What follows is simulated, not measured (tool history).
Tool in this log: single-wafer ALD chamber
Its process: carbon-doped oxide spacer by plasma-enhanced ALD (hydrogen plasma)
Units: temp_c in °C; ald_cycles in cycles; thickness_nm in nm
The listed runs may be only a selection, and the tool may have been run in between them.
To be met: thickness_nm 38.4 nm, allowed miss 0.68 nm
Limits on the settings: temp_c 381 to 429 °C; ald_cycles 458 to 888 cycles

Run 1, hour 0: temp_c 405 °C, ald_cycles 673 cycles. Result: thickness_nm 32.1 nm.
Run 2, hour 8.6: temp_c 412 °C, ald_cycles 673 cycles. Result: thickness_nm 31.369 nm.
Run 3, hour 17.9: temp_c 412 °C, ald_cycles 602 cycles. Result: thickness_nm 28.042 nm.
Run 4, hour 21.9: temp_c 408 °C, ald_cycles 602 cycles. Result: thickness_nm 28.324 nm.
Run 5, hour 27.1: temp_c 405 °C, ald_cycles 637 cycles. Result: thickness_nm 30.29 nm.
Run 6, hour 35.4: temp_c 405 °C, ald_cycles 670 cycles. Result: thickness_nm 31.932 nm.
Run 7, hour 42.4: temp_c 402 °C, ald_cycles 689 cycles. Result: thickness_nm 33.21 nm.
Run 8, hour 48.9: temp_c 399 °C, ald_cycles 704 cycles. Result: thickness_nm 34.016 nm.

Exercise: of the 5 proposed moves below, exactly one satisfies all targets within the stated allowed misses. Which move is it?
Run A, hour 55.4: temp_c 392 °C, ald_cycles 794 cycles. Result: thickness_nm ?.
Run B, hour 55.4: temp_c 387 °C, ald_cycles 776 cycles. Result: thickness_nm ?.
Run C, hour 55.4: temp_c 396 °C, ald_cycles 770 cycles. Result: thickness_nm ?.
Run D, hour 55.4: temp_c 404 °C, ald_cycles 677 cycles. Result: thickness_nm ?.
Run E, hour 55.4: temp_c 405 °C, ald_cycles 778 cycles. Result: thickness_nm ?.

move  thickness_nm
   A        37.973
   B        37.113
   C        36.826
   D        31.981
   E         36.65
A: every result lands within tolerance
B: nearer than the last run, and not there yet
C: nearer than the last run, and not there yet
D: lands further from the targets than the last run did
E: nearer than the last run, and not there yet
The move that meets every target is A.
